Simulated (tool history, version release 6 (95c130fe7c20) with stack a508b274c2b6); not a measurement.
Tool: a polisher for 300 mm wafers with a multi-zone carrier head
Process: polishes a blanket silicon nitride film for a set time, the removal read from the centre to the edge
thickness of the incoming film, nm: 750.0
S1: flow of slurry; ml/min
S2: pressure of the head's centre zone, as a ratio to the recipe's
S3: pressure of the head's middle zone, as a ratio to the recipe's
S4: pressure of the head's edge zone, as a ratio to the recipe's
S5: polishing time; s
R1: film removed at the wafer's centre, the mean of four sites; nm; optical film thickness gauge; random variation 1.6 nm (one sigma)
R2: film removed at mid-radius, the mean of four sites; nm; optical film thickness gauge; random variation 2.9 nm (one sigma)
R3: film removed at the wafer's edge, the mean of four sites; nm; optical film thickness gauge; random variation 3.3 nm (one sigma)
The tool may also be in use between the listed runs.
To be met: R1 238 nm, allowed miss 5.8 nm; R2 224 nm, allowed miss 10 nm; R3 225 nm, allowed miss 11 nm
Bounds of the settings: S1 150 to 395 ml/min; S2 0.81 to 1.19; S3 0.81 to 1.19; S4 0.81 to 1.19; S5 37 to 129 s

run 1 hour=0 | S1=250 S2=1 S3=1 S4=1 S5=83 | R1=167.9 R2=164.79 R3=170.49
run 2 hour=8.2 | S1=250 S2=1 S3=1 S4=1 S5=90 | R1=186.92 R2=180.12 R3=182.89
run 3 hour=10.2 | S1=250 S2=1 S3=1 S4=1.06 S5=90 | R1=184.49 R2=177.17 R3=186.88
run 4 hour=13.9 | S1=260 S2=1.01 S3=1.02 S4=1.08 S5=92 | R1=192.74 R2=188.79 R3=198.99
run 5 hour=17.7 | S1=260 S2=1.01 S3=1.02 S4=1.08 S5=84 | R1=175.17 R2=167.71 R3=176.22
run 6 hour=26.2 | S1=260 S2=1.01 S3=1.02 S4=1.08 S5=91 | R1=187.98 R2=184.55 R3=189.58
run 7 hour=33.1 | S1=260 S2=1.02 S3=1.02 S4=1.09 S5=94 | R1=199.18 R2=191.82 R3=199.6
run 8 hour=38.5 | S1=270 S2=1.03 S3=1.03 S4=1.1 S5=95 | R1=204.58 R2=199.82 R3=209.79
run 9 hour=42 | S1=280 S2=1.05 S3=1.04 S4=1.09 S5=95 | R1=210.02 R2=195.41 R3=206.54
run 10 hour=50.3 | S1=285 S2=1.06 S3=1.06 S4=1.09 S5=96 | R1=211.49 R2=203.26 R3=205.8
run 11 hour=53.6 | S1=290 S2=1.07 S3=1.07 S4=1.1 S5=97 | R1=217.74 R2=205.13 R3=211.03
run 12 hour=56.9 | S1=295 S2=1.08 S3=1.08 S4=1.11 S5=98 | R1=222.88 R2=209.98 R3=220.74
run 13 hour=58.2 | S1=345 S2=1.12 S3=1.13 S4=1.07 S5=98 | R1=233.53 R2=225.58 R3=209.71
run 14 hour=60.2 | S1=345 S2=1.12 S3=1.13 S4=1.08 S5=98 | R1=236.37 R2=219.53 R3=215.31
run 15 hour=68.9 | S1=345 S2=1.12 S3=1.13 S4=1.09 S5=98 | R1=235.03 R2=220.82 R3=214.17
run 16 hour=77 | S1=345 S2=1.12 S3=1.13 S4=1.09 S5=98 | R1=233.33 R2=225.39 R3=212.88
run 17 hour=80.6 | S1=345 S2=1.12 S3=1.13 S4=1.09 S5=98 | R1=231.73 R2=224.63 R3=212.25
run 18 hour=89.3 | S1=345 S2=1.12 S3=1.13 S4=1.09 S5=98 | R1=235.31 R2=221 R3=208.81

4 next moves are on the table. One of them brings every result within its allowed miss. Which?
run A hour=98 | S1=330 S2=1.1 S3=1.09 S4=1.12 S5=102 | R1=? R2=? R3=?
run B hour=98 | S1=305 S2=1.13 S3=1.05 S4=1.17 S5=94 | R1=? R2=? R3=?
run C hour=98 | S1=365 S2=1.16 S3=1.17 S4=1.12 S5=93 | R1=? R2=? R3=?
run D hour=98 | S1=395 S2=1.19 S3=1.19 S4=1.02 S5=90 | R1=? R2=? R3=?

move=A R1=239.59 R2=223.77 R3=222.92
move=B R1=224.88 R2=198.16 R3=208.98
move=C R1=232.86 R2=218.71 R3=204.45
move=D R1=232.85 R2=216.14 R3=189.71
A: meets every target
B: further off than the last run
C: further off than the last run
D: further off than the last run
Move A is the one to make.

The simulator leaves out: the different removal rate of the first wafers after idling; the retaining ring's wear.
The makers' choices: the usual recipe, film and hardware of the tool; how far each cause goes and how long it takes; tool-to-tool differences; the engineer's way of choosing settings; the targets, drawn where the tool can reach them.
